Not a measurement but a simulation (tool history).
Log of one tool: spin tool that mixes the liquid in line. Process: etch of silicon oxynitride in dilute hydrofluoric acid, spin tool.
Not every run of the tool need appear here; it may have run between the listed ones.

run,hour,temperature setpoint of the liquid (°C),parts of water to one part of 49 % hydrofluoric acid (parts by volume),time under the liquid (s),thickness taken off the silicon oxynitride on a monitor wafer (Å)
1,0.0,23.0,50,100,47.969
2,1.4,23.0,35,100,68.190
3,8.9,23.0,35,100,68.777
4,10.9,23.0,45,100,52.342
5,13.3,22.0,45,100,50.410
6,15.9,19.5,45,100,44.717

Expected results for the next run?
7,18.0,19.0,45,100,?

{"run 7": {"thickness taken off the silicon oxynitride on a monitor wafer (Å)": 42.698}}
